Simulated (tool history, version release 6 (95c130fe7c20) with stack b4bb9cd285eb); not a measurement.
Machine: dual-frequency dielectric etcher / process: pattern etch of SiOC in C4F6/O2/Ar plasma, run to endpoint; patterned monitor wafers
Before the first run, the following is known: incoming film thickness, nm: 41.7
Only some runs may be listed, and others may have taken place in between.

run	hour	bias power (kW)	source power (kW)	endpoint time (s)
1	0	0.45	0.45	14.927
2	1.8	0.464	0.46	14.564
3	8.3	0.464	0.4	15.935
4	11.4	0.492	0.4	15.39
5	19.1	0.507	0.41	15.092
6	25	0.507	0.45	14.264
7	29.1	0.515	0.45	14.194
8	33.9	0.522	0.45	14.082

Run 9 has not been measured yet. What should we expect?
9	41.9	0.528	0.45	?

{"run 9": {"endpoint time (s)": 13.99}}

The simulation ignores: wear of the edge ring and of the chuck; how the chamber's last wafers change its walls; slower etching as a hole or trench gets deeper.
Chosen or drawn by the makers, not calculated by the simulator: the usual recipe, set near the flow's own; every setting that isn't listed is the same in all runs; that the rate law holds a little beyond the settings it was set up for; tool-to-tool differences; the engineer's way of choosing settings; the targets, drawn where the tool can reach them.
